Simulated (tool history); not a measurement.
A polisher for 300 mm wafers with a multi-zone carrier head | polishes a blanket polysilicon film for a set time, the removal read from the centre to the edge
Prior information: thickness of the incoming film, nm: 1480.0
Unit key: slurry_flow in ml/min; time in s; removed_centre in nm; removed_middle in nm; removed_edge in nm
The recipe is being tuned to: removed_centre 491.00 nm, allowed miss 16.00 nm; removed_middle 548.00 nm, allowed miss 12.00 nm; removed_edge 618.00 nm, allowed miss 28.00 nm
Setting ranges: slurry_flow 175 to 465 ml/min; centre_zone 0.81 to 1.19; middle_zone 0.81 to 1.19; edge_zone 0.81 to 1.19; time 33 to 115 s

Run 1, hour 0.0: slurry_flow 295 ml/min, centre_zone 1.00, middle_zone 1.00, edge_zone 1.00, time 73 s. Result: removed_centre 373.50 nm, removed_middle 378.87 nm, removed_edge 373.49 nm.
Run 2, hour 2.2: slurry_flow 290 ml/min, centre_zone 0.98, middle_zone 0.99, edge_zone 1.03, time 78 s. Result: removed_centre 387.14 nm, removed_middle 403.69 nm, removed_edge 407.87 nm.
Run 3, hour 7.1: slurry_flow 290 ml/min, centre_zone 0.98, middle_zone 0.99, edge_zone 1.03, time 90 s. Result: removed_centre 446.02 nm, removed_middle 468.48 nm, removed_edge 476.45 nm.
Run 4, hour 8.4: slurry_flow 290 ml/min, centre_zone 0.97, middle_zone 0.99, edge_zone 1.06, time 92 s. Result: removed_centre 452.16 nm, removed_middle 476.30 nm, removed_edge 475.14 nm.
Run 5, hour 11.8: slurry_flow 265 ml/min, centre_zone 0.97, middle_zone 0.99, edge_zone 1.06, time 92 s. Result: removed_centre 447.74 nm, removed_middle 472.03 nm, removed_edge 480.75 nm.
Run 6, hour 17.4: slurry_flow 255 ml/min, centre_zone 0.95, middle_zone 0.98, edge_zone 1.07, time 95 s. Result: removed_centre 449.94 nm, removed_middle 477.08 nm, removed_edge 500.13 nm.
Run 7, hour 18.6: slurry_flow 250 ml/min, centre_zone 0.94, middle_zone 0.98, edge_zone 1.08, time 98 s. Result: removed_centre 464.32 nm, removed_middle 497.56 nm, removed_edge 520.61 nm.
Run 8, hour 19.3: slurry_flow 245 ml/min, centre_zone 0.93, middle_zone 0.97, edge_zone 1.09, time 100 s. Result: removed_centre 456.17 nm, removed_middle 500.99 nm, removed_edge 537.26 nm.
Run 9, hour 27.9: slurry_flow 250 ml/min, centre_zone 0.93, middle_zone 0.97, edge_zone 1.10, time 102 s. Result: removed_centre 476.33 nm, removed_middle 509.78 nm, removed_edge 554.83 nm.
Run 10, hour 31.4: slurry_flow 255 ml/min, centre_zone 0.92, middle_zone 0.97, edge_zone 1.11, time 103 s. Result: removed_centre 475.15 nm, removed_middle 518.11 nm, removed_edge 539.63 nm.
Run 11, hour 35.0: slurry_flow 240 ml/min, centre_zone 0.92, middle_zone 0.97, edge_zone 1.08, time 104 s. Result: removed_centre 475.80 nm, removed_middle 525.37 nm, removed_edge 550.14 nm.
Run 12, hour 41.2: slurry_flow 230 ml/min, centre_zone 0.92, middle_zone 0.97, edge_zone 1.10, time 105 s. Result: removed_centre 475.57 nm, removed_middle 517.06 nm, removed_edge 558.72 nm.
At hour 47.0: worn pad replaced by a new one.
Run 13, hour 47.0: slurry_flow 295 ml/min, centre_zone 0.88, middle_zone 0.98, edge_zone 1.19, time 109 s. Result: removed_centre 534.77 nm, removed_middle 615.54 nm, removed_edge 659.97 nm.
Run 14, hour 49.2: slurry_flow 280 ml/min, centre_zone 0.88, middle_zone 0.98, edge_zone 1.19, time 109 s. Result: removed_centre 535.92 nm, removed_middle 619.86 nm, removed_edge 680.57 nm.
Run 15, hour 52.6: slurry_flow 265 ml/min, centre_zone 0.88, middle_zone 0.98, edge_zone 1.18, time 109 s. Result: removed_centre 545.64 nm, removed_middle 614.46 nm, removed_edge 671.11 nm.
Run 16, hour 60.9: slurry_flow 260 ml/min, centre_zone 0.88, middle_zone 0.97, edge_zone 1.17, time 109 s. Result: removed_centre 526.69 nm, removed_middle 609.47 nm, removed_edge 666.50 nm.
Run 17, hour 66.3: slurry_flow 250 ml/min, centre_zone 0.88, middle_zone 0.96, edge_zone 1.16, time 109 s. Result: removed_centre 529.90 nm, removed_middle 599.28 nm, removed_edge 661.96 nm.
Run 18, hour 68.3: slurry_flow 240 ml/min, centre_zone 0.88, middle_zone 0.96, edge_zone 1.15, time 109 s. Result: removed_centre 526.15 nm, removed_middle 600.74 nm, removed_edge 657.41 nm.
Run 19, hour 69.1: slurry_flow 230 ml/min, centre_zone 0.88, middle_zone 0.95, edge_zone 1.14, time 108 s. Result: removed_centre 519.64 nm, removed_middle 590.53 nm, removed_edge 636.70 nm.

4 next moves are on the table. One of them brings every result within its allowed miss. Which?
Run A, hour 69.9: slurry_flow 305 ml/min, centre_zone 0.83, middle_zone 1.02, edge_zone 0.85, time 111 s. Result: removed_centre ?, removed_middle ?, removed_edge ?.
Run B, hour 69.9: slurry_flow 185 ml/min, centre_zone 0.81, middle_zone 0.99, edge_zone 1.15, time 105 s. Result: removed_centre ?, removed_middle ?, removed_edge ?.
Run C, hour 69.9: slurry_flow 300 ml/min, centre_zone 0.81, middle_zone 1.01, edge_zone 0.92, time 100 s. Result: removed_centre ?, removed_middle ?, removed_edge ?.
Run D, hour 69.9: slurry_flow 320 ml/min, centre_zone 0.84, middle_zone 0.90, edge_zone 1.10, time 104 s. Result: removed_centre ?, removed_middle ?, removed_edge ?.

move  removed_centre  removed_middle  removed_edge
   A          511.19          654.69        588.13
   B          450.73          579.41        618.57
   C          448.70          584.21        547.58
   D          486.23          554.01        620.94
A: lands further from the targets than the last run did
B: gains on the last run, yet a result remains outside its allowed miss
C: gains on the last run, yet a result remains outside its allowed miss
D: meets every target
D meets every target.
